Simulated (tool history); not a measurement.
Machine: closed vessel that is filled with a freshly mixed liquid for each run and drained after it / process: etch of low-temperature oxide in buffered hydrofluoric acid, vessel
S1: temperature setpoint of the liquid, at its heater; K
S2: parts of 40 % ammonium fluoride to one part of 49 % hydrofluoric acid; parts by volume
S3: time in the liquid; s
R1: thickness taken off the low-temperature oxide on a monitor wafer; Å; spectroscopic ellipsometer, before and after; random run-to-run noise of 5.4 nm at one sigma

run 1 hour=0 | S1=294.15 S2=7.5 S3=100 | R1=6432.7
run 2 hour=4.4 | S1=294.15 S2=7.5 S3=100 | R1=6490.3
run 3 hour=6.5 | S1=290.65 S2=7.5 S3=100 | R1=5369
run 4 hour=8.3 | S1=290.15 S2=7.5 S3=100 | R1=5145.2
run 5 hour=10.1 | S1=292.65 S2=7.5 S3=100 | R1=5849.6
run 6 hour=14.4 | S1=292.65 S2=7.5 S3=105 | R1=6353.8
run 7 hour=21.2 | S1=293.15 S2=7.5 S3=105 | R1=6397
run 8 hour=24.1 | S1=293.65 S2=7.5 S3=105 | R1=6619.8
run 9 hour=30.7 | S1=294.15 S2=7.5 S3=105 | R1=6763.3
run 10 hour=38.4 | S1=294.65 S2=7.5 S3=105 | R1=6964.5
run 11 hour=39.2 | S1=295.15 S2=7.5 S3=105 | R1=7059

Run 12 is up next; what results do you expect?
run 12 hour=43.2 | S1=297.65 S2=7.5 S3=105 | R1=?

Run 12 gave R1 8163.4 Å.
